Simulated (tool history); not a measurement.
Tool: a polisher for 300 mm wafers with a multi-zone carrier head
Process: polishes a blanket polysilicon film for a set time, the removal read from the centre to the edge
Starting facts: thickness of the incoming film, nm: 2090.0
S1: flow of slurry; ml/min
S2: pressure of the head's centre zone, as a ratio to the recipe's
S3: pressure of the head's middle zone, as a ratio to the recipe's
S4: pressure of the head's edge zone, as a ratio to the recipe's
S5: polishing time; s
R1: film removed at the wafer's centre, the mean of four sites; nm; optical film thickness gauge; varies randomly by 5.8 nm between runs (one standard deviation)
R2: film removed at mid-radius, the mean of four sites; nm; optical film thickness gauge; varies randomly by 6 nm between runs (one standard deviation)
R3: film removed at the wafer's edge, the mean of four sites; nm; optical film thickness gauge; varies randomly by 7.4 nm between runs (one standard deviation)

Run 1, day 0.000: S1 190 ml/min, S2 1.00, S3 1.00, S4 1.00, S5 76 s. Result: R1 687.88 nm, R2 669.77 nm, R3 715.78 nm.
Run 2, day 0.229: S1 190 ml/min, S2 0.96, S3 1.00, S4 1.00, S5 76 s. Result: R1 658.82 nm, R2 680.79 nm, R3 720.24 nm.
Run 3, day 0.500: S1 190 ml/min, S2 0.96, S3 0.96, S4 1.00, S5 76 s. Result: R1 663.45 nm, R2 659.87 nm, R3 731.66 nm.
Run 4, day 0.692: S1 185 ml/min, S2 0.97, S3 0.97, S4 0.97, S5 71 s. Result: R1 624.24 nm, R2 626.57 nm, R3 652.13 nm.
At day 1.058: edge zone pressure recalibrated.
Run 5, day 1.058: S1 185 ml/min, S2 0.97, S3 0.97, S4 0.97, S5 81 s. Result: R1 701.44 nm, R2 704.61 nm, R3 701.07 nm.
Run 6, day 1.221: S1 140 ml/min, S2 0.97, S3 0.97, S4 0.97, S5 81 s. Result: R1 671.92 nm, R2 666.75 nm, R3 684.77 nm.

Run 7 is up next; what results do you expect?
Run 7, day 1.312: S1 135 ml/min, S2 0.95, S3 0.94, S4 0.95, S5 77 s. Result: R1 ?, R2 ?, R3 ?.

Run 7 yielded R1 619.54 nm, R2 602.85 nm, R3 642.10 nm.
